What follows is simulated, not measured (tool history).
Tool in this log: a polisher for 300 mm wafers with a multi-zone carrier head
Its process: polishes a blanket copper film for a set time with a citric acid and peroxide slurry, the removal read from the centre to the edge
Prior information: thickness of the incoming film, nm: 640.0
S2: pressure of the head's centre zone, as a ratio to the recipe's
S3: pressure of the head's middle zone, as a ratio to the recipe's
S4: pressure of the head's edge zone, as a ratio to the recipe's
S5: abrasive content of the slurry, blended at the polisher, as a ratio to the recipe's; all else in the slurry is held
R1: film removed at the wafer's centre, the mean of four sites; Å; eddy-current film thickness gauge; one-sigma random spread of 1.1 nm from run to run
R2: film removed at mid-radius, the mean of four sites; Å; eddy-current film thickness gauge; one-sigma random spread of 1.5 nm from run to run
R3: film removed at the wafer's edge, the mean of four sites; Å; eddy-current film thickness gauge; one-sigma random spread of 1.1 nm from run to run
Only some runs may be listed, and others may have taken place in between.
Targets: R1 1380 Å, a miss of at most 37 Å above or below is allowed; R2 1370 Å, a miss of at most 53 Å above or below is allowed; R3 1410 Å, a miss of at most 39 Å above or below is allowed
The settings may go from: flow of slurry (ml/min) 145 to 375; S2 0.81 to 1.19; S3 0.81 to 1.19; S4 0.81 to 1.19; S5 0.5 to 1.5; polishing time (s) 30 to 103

run 1 day=0 | flow_of_slurry_(ml/min)=240 S2=1 S3=1 S4=1 S5=1 polishing_time_(s)=66 | R1=1826.3 R2=1782.8 R3=1797.8
run 2 day=0.088 | flow_of_slurry_(ml/min)=235 S2=0.98 S3=0.98 S4=0.97 S5=0.9 polishing_time_(s)=65 | R1=1712 R2=1663.8 R3=1687.3
run 3 day=0.125 | flow_of_slurry_(ml/min)=235 S2=0.93 S3=0.98 S4=0.97 S5=0.9 polishing_time_(s)=65 | R1=1616.1 R2=1677.6 R3=1718.7
run 4 day=0.404 | flow_of_slurry_(ml/min)=230 S2=0.92 S3=0.97 S4=0.94 S5=0.8 polishing_time_(s)=65 | R1=1525.9 R2=1610.6 R3=1626.5
run 5 day=0.588 | flow_of_slurry_(ml/min)=230 S2=0.92 S3=0.97 S4=0.88 S5=0.8 polishing_time_(s)=65 | R1=1548.1 R2=1609.2 R3=1549.2
run 6 day=0.692 | flow_of_slurry_(ml/min)=220 S2=0.91 S3=0.95 S4=0.87 S5=0.8 polishing_time_(s)=65 | R1=1494.5 R2=1550.9 R3=1530.4
run 7 day=0.746 | flow_of_slurry_(ml/min)=210 S2=0.91 S3=0.94 S4=0.86 S5=0.8 polishing_time_(s)=65 | R1=1492.2 R2=1538 R3=1530.7
run 8 day=0.896 | flow_of_slurry_(ml/min)=210 S2=0.91 S3=0.93 S4=0.85 S5=0.75 polishing_time_(s)=65 | R1=1470.4 R2=1493 R3=1485
run 9 day=1.204 | flow_of_slurry_(ml/min)=205 S2=0.91 S3=0.92 S4=0.84 S5=0.75 polishing_time_(s)=65 | R1=1454.6 R2=1439.9 R3=1484.3
run 10 day=1.579 | flow_of_slurry_(ml/min)=200 S2=0.91 S3=0.92 S4=0.83 S5=0.75 polishing_time_(s)=65 | R1=1457.9 R2=1484.1 R3=1470.5
run 11 day=1.788 | flow_of_slurry_(ml/min)=200 S2=0.91 S3=0.91 S4=0.83 S5=0.75 polishing_time_(s)=65 | R1=1452.7 R2=1456.3 R3=1461.1

Exercise: of the 4 proposed moves below, exactly one satisfies all targets within the stated allowed misses. Which move is it?
run A day=1.996 | flow_of_slurry_(ml/min)=175 S2=0.94 S3=0.94 S4=0.81 S5=0.9 polishing_time_(s)=58 | R1=? R2=? R3=?
run B day=1.996 | flow_of_slurry_(ml/min)=190 S2=0.86 S3=0.92 S4=0.88 S5=0.5 polishing_time_(s)=69 | R1=? R2=? R3=?
run C day=1.996 | flow_of_slurry_(ml/min)=170 S2=0.95 S3=0.94 S4=0.91 S5=0.65 polishing_time_(s)=64 | R1=? R2=? R3=?
run D day=1.996 | flow_of_slurry_(ml/min)=210 S2=0.95 S3=0.95 S4=0.81 S5=0.8 polishing_time_(s)=57 | R1=? R2=? R3=?

move=A R1=1370.9 R2=1374.6 R3=1338.1
move=B R1=1272.7 R2=1369.1 R3=1400.5
move=C R1=1383.9 R2=1373.6 R3=1409
move=D R1=1365.4 R2=1361.1 R3=1302.2
A: puts the biggest miss on target and leaves a different result outside tolerance
B: takes the biggest miss from the last run beyond its target
C: in spec on every target
D: puts the biggest miss on target and leaves a different result outside tolerance
The move that meets every target is C.
